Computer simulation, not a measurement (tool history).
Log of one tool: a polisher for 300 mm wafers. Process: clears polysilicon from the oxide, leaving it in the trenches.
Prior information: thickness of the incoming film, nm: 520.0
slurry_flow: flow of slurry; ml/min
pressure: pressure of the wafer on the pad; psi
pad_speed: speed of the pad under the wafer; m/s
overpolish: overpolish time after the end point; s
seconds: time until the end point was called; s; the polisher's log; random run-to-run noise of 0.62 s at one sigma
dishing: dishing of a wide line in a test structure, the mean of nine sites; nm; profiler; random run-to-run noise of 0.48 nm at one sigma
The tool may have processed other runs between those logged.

{"run": 1, "hour": 0.0, "slurry_flow": 265, "pressure": 2.5, "pad_speed": 0.8, "overpolish": 14, "seconds": 53.988, "dishing": 43.131}
{"run": 2, "hour": 2.5, "slurry_flow": 265, "pressure": 2.5, "pad_speed": 0.64, "overpolish": 14, "seconds": 69.067, "dishing": 41.729}
{"run": 3, "hour": 8.9, "slurry_flow": 265, "pressure": 2.7, "pad_speed": 0.66, "overpolish": 14, "seconds": 59.739, "dishing": 41.579}
{"run": 4, "hour": 15.7, "slurry_flow": 265, "pressure": 2.7, "pad_speed": 0.5, "overpolish": 14, "seconds": 78.621, "dishing": 39.591}
{"run": 5, "hour": 22.2, "slurry_flow": 265, "pressure": 2.9, "pad_speed": 0.54, "overpolish": 14, "seconds": 67.929, "dishing": 40.743}
{"run": 6, "hour": 30.8, "slurry_flow": 265, "pressure": 3.3, "pad_speed": 0.54, "overpolish": 14, "seconds": 63.074, "dishing": 42.693}
{"run": 7, "hour": 32.9, "slurry_flow": 265, "pressure": 3.4, "pad_speed": 0.6, "overpolish": 13, "seconds": 57.271, "dishing": 41.718}

Expected results for the next run?
{"run": 8, "hour": 37.7, "slurry_flow": 265, "pressure": 3.5, "pad_speed": 0.64, "overpolish": 13, "seconds": "?", "dishing": "?"}

Run 8 measured seconds 48.521 s, dishing 42.960 nm.
